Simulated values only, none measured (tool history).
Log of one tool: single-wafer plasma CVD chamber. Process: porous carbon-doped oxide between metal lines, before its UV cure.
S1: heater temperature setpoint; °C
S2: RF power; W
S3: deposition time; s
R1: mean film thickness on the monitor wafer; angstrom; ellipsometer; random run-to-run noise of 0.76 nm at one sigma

run 1 hour=0 | S1=315 S2=545 S3=28.8 | R1=1429.7
run 2 hour=5.6 | S1=309 S2=545 S3=28.8 | R1=1470.8
run 3 hour=9.4 | S1=309 S2=490 S3=28.8 | R1=1397.2
run 4 hour=18 | S1=309 S2=415 S3=28.8 | R1=1313.1
run 5 hour=24.8 | S1=309 S2=415 S3=27.5 | R1=1240.9
run 6 hour=32 | S1=307 S2=435 S3=27.6 | R1=1282.2
run 7 hour=40 | S1=305 S2=455 S3=27.7 | R1=1319.7

Estimate the outcome of run 8 from the log above:
run 8 hour=47.6 | S1=305 S2=455 S3=27.7 | R1=?

{"run 8": {"R1": 1331.7}}

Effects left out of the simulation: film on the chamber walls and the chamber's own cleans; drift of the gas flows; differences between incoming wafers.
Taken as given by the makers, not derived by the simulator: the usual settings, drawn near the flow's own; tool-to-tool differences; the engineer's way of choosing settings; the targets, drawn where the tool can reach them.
